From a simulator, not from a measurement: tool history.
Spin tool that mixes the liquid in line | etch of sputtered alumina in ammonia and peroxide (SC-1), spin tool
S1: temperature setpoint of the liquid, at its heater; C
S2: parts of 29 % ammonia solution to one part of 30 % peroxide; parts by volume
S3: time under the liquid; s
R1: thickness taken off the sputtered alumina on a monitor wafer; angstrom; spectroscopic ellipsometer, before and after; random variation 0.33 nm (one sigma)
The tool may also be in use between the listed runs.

run,hour,S1,S2,S3,R1
1,0,54,0.55,260,197.89
2,3.1,54,0.65,260,199.06
3,5.4,54,0.85,260,209.08
4,8.7,54,0.95,260,210.16
5,13.1,49.5,0.95,260,164.55
6,21.3,52,0.95,260,189.12
7,25.4,54.5,0.95,260,216.32
8,32.4,56.5,0.95,260,241.62

Forecast run 9:
9,36.3,58,0.95,260,?

{"run 9": {"R1": 259.59}}
